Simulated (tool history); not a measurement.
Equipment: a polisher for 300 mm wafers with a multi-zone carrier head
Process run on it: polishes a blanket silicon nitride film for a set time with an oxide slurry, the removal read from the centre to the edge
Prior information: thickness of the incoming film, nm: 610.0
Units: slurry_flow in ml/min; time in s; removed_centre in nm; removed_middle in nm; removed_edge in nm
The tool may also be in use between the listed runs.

run	hour	slurry_flow	centre_zone	middle_zone	edge_zone	slurry_solids	time	removed_centre	removed_middle	removed_edge
1	0	205	1	1	1	1	72	43.826	43.17	44.911
2	3.6	205	1	1	1	1	57	34.416	34.035	35.254
3	7.5	215	1.03	1	1.02	1.1	58	37.645	35.969	37.65
4	14.2	220	1.06	1	1.03	1.15	60	41.015	37.847	40.332
5	22.2	220	1.06	1	1.1	1.15	60	41.047	37.644	42.507
# hour 26.2: edge zone pressure recalibrated
6	26.2	220	1.06	1	1.1	1.15	76	51.666	47.721	52.329
7	30.6	220	1.06	1	1.1	1.15	76	52.417	47.568	50.842
8	33.8	225	1.08	1	1.1	1.15	76	53.618	48.125	50.751
9	41.8	225	1.08	1	1.1	1.15	76	52.818	47.547	50.463

Run 10 comes next. What will it give?
10	46.7	230	1.1	1	1.11	1.15	76	?	?	?

{"run 10": {"removed_centre": 53.761, "removed_middle": 47.66, "removed_edge": 51.51}}
